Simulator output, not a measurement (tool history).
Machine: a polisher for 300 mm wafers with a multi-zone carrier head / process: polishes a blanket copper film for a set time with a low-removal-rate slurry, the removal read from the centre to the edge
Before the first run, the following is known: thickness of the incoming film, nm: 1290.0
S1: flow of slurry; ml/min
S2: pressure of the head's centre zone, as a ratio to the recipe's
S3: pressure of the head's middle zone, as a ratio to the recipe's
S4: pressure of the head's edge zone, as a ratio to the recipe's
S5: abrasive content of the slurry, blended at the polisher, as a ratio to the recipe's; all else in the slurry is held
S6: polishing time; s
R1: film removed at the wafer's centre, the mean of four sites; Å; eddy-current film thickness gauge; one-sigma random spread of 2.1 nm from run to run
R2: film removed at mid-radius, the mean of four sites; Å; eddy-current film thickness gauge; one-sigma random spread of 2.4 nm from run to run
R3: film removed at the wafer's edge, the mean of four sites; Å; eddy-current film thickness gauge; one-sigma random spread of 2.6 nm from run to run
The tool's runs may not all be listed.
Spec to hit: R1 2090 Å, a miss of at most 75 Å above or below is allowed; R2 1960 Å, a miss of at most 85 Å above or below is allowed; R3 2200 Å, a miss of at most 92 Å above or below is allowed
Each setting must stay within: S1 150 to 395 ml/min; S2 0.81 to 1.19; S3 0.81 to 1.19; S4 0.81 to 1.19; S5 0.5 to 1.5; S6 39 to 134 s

Run 1, day 0: S1 250 ml/min, S2 1, S3 1, S4 1, S5 1, S6 86 s. Result: R1 3471.4 Å, R2 3446 Å, R3 3576.8 Å.
Run 2, day 0.358: S1 275 ml/min, S2 1, S3 1, S4 1, S5 1, S6 86 s. Result: R1 3590.2 Å, R2 3589.2 Å, R3 3633.8 Å.
Run 3, day 0.654: S1 275 ml/min, S2 1, S3 1, S4 1, S5 0.85, S6 86 s. Result: R1 3405.1 Å, R2 3420.8 Å, R3 3428.9 Å.
Run 4, day 0.979: S1 260 ml/min, S2 0.98, S3 0.96, S4 0.98, S5 0.75, S6 81 s. Result: R1 3015 Å, R2 2982.1 Å, R3 3108.7 Å.
Run 5, day 1.167: S1 260 ml/min, S2 0.98, S3 0.99, S4 0.98, S5 0.75, S6 81 s. Result: R1 3014.4 Å, R2 3092.5 Å, R3 3092.6 Å.
Run 6, day 1.492: S1 250 ml/min, S2 0.97, S3 0.96, S4 0.96, S5 0.7, S6 77 s. Result: R1 2790 Å, R2 2707.9 Å, R3 2836.3 Å.
Run 7, day 1.708: S1 240 ml/min, S2 0.95, S3 0.94, S4 0.93, S5 0.65, S6 75 s. Result: R1 2567.6 Å, R2 2535.5 Å, R3 2678.5 Å.
Run 8, day 1.829: S1 235 ml/min, S2 0.94, S3 0.92, S4 0.91, S5 0.6, S6 73 s. Result: R1 2396.9 Å, R2 2360.9 Å, R3 2505.6 Å.
Run 9, day 2.167: S1 230 ml/min, S2 0.93, S3 0.9, S4 0.89, S5 0.6, S6 73 s. Result: R1 2367 Å, R2 2348.8 Å, R3 2509.7 Å.
Run 10, day 2.338: S1 225 ml/min, S2 0.93, S3 0.88, S4 0.88, S5 0.6, S6 72 s. Result: R1 2361.3 Å, R2 2267 Å, R3 2461.7 Å.
Run 11, day 2.488: S1 220 ml/min, S2 0.92, S3 0.87, S4 0.87, S5 0.6, S6 71 s. Result: R1 2285.1 Å, R2 2272.8 Å, R3 2331.7 Å.
Run 12, day 2.717: S1 220 ml/min, S2 0.92, S3 0.86, S4 0.88, S5 0.6, S6 70 s. Result: R1 2245.2 Å, R2 2172.5 Å, R3 2287.8 Å.
Run 13, day 2.85: S1 215 ml/min, S2 0.91, S3 0.85, S4 0.9, S5 0.6, S6 70 s. Result: R1 2239.6 Å, R2 2149.4 Å, R3 2367.4 Å.

5 next moves are on the table. One of them brings every result within its allowed miss. Which?
Run A, day 2.983: S1 200 ml/min, S2 0.81, S3 0.93, S4 0.83, S5 0.5, S6 79 s. Result: R1 ?, R2 ?, R3 ?.
Run B, day 2.983: S1 260 ml/min, S2 0.95, S3 0.99, S4 0.81, S5 0.7, S6 66 s. Result: R1 ?, R2 ?, R3 ?.
Run C, day 2.983: S1 225 ml/min, S2 0.98, S3 0.9, S4 1.01, S5 0.55, S6 63 s. Result: R1 ?, R2 ?, R3 ?.
Run D, day 2.983: S1 240 ml/min, S2 0.87, S3 0.9, S4 0.84, S5 0.6, S6 69 s. Result: R1 ?, R2 ?, R3 ?.
Run E, day 2.983: S1 165 ml/min, S2 0.9, S3 0.96, S4 0.95, S5 0.9, S6 63 s. Result: R1 ?, R2 ?, R3 ?.

move      R1      R2      R3
   A  2141.3  2411.8  2397.4
   B  2365.1  2440.3  2259.2
   C  2107.7  1965.6  2189.5
   D    2167  2233.5    2277
   E  2133.9  2267.2  2359.4
A: moves away from the targets compared with the last run
B: moves away from the targets compared with the last run
C: all results in spec
D: moves away from the targets compared with the last run
E: moves away from the targets compared with the last run
The right move is C.

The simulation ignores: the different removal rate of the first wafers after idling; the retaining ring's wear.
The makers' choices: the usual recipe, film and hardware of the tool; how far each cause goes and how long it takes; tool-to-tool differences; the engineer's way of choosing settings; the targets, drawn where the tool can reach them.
